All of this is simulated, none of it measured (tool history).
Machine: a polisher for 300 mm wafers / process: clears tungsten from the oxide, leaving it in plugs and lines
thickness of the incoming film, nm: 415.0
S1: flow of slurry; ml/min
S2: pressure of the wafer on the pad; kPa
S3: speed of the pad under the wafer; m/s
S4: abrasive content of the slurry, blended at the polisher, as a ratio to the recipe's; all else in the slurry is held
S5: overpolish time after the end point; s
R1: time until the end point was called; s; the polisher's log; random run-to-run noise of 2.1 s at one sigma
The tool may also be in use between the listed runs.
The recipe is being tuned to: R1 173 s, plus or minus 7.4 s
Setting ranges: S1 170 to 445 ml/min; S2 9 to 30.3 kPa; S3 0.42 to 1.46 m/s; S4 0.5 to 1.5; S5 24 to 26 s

Run 1, hour 0: S1 285 ml/min, S2 19.3 kPa, S3 0.94 m/s, S4 1, S5 24 s. Result: R1 129.89 s.
Run 2, hour 6.6: S1 285 ml/min, S2 24.1 kPa, S3 0.94 m/s, S4 1, S5 24 s. Result: R1 104.75 s.
Run 3, hour 14.7: S1 285 ml/min, S2 24.1 kPa, S3 0.94 m/s, S4 1.1, S5 24 s. Result: R1 103.91 s.
Run 4, hour 16.8: S1 285 ml/min, S2 21.4 kPa, S3 0.94 m/s, S4 1.1, S5 24 s. Result: R1 115.61 s.
Run 5, hour 24.1: S1 285 ml/min, S2 19.3 kPa, S3 0.94 m/s, S4 1.1, S5 24 s. Result: R1 126.78 s.
Run 6, hour 25: S1 235 ml/min, S2 19.3 kPa, S3 0.94 m/s, S4 1.1, S5 24 s. Result: R1 130.88 s.
Run 7, hour 30.5: S1 235 ml/min, S2 17.9 kPa, S3 0.94 m/s, S4 1.1, S5 24 s. Result: R1 137.33 s.
Run 8, hour 36.6: S1 235 ml/min, S2 16.5 kPa, S3 0.94 m/s, S4 1.1, S5 24 s. Result: R1 152.44 s.
Run 9, hour 37.4: S1 235 ml/min, S2 15.9 kPa, S3 0.94 m/s, S4 1.1, S5 24 s. Result: R1 155.73 s.
Run 10, hour 45: S1 235 ml/min, S2 15.2 kPa, S3 0.94 m/s, S4 1.1, S5 24 s. Result: R1 164.64 s.

Next run, 5 choices. One meets every target within its allowed miss, the rest don't. Which?
Run A, hour 52.6: S1 365 ml/min, S2 16.5 kPa, S3 0.82 m/s, S4 0.95, S5 26 s. Result: R1 ?.
Run B, hour 52.6: S1 175 ml/min, S2 13.1 kPa, S3 1 m/s, S4 1.1, S5 24 s. Result: R1 ?.
Run C, hour 52.6: S1 370 ml/min, S2 14.5 kPa, S3 0.78 m/s, S4 1.2, S5 25 s. Result: R1 ?.
Run D, hour 52.6: S1 220 ml/min, S2 13.8 kPa, S3 0.9 m/s, S4 1.05, S5 24 s. Result: R1 ?.
Run E, hour 52.6: S1 225 ml/min, S2 15.9 kPa, S3 0.98 m/s, S4 1.05, S5 24 s. Result: R1 ?.

move      R1
   A   170.4
   B  185.57
   C  192.98
   D  191.09
   E  153.38
A: every result within its allowed miss
B: takes the result that was furthest off past its target
C: takes the result that was furthest off past its target
D: takes the result that was furthest off past its target
E: lands further from the targets than the last run did
The right move is A.

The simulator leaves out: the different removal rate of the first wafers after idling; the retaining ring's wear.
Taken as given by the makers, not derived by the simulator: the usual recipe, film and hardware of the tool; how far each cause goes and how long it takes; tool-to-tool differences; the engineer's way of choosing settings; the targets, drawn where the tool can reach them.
